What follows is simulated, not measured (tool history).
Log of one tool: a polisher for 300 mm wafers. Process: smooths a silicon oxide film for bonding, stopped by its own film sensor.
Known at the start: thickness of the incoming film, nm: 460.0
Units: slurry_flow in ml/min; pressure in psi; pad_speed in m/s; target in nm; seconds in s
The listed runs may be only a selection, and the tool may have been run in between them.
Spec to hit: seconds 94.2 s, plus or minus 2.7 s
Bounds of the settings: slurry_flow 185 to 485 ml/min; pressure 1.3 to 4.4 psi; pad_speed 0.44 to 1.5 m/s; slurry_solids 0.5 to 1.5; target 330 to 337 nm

run,day,slurry_flow,pressure,pad_speed,slurry_solids,target,seconds
1,0,310,2.8,0.96,1,337,113.26
2,0.042,310,2.9,0.96,1,337,109.73
3,0.404,310,2.9,0.96,1,330,115.31
4,0.596,310,3,0.96,1,330,114.27
5,0.725,310,3,0.96,0.8,330,128.31
6,1.092,240,3,0.96,0.8,330,129.71
7,1.379,240,3.2,0.96,0.8,330,124.72
8,1.554,250,3.4,0.96,0.8,330,117.24
9,1.796,255,3.5,0.96,0.8,330,116.49
10,2.162,255,3.7,0.96,0.8,330,112.99
# day 2.479: head pressure recalibrated
11,2.479,255,3.8,0.98,0.8,330,112.84
12,2.604,265,4.4,1,0.8,330,99.222
13,2.812,265,4.4,1,0.8,330,100.13
14,2.988,265,4.4,1.02,0.8,330,99.78
15,3.15,265,4.4,1.04,0.8,330,96.605

5 candidate next runs follow, results not yet known. Just one meets every target within its allowed miss. Identify it.
A,3.312,240,4.4,0.98,0.75,336,?
B,3.312,255,4.4,1.04,0.75,333,?
C,3.312,280,3.8,1.2,0.85,332,?
D,3.312,325,4.4,1.02,0.75,330,?
E,3.312,250,4.3,1.06,0.85,337,?

move,seconds
A,101.59
B,99.472
C,94.011
D,100.62
E,90.381
A: further off than the last run
B: further off than the last run
C: meets every target
D: further off than the last run
E: the result that was furthest off in the last run now lies on the other side of its target
Correct choice: C, which meets every target
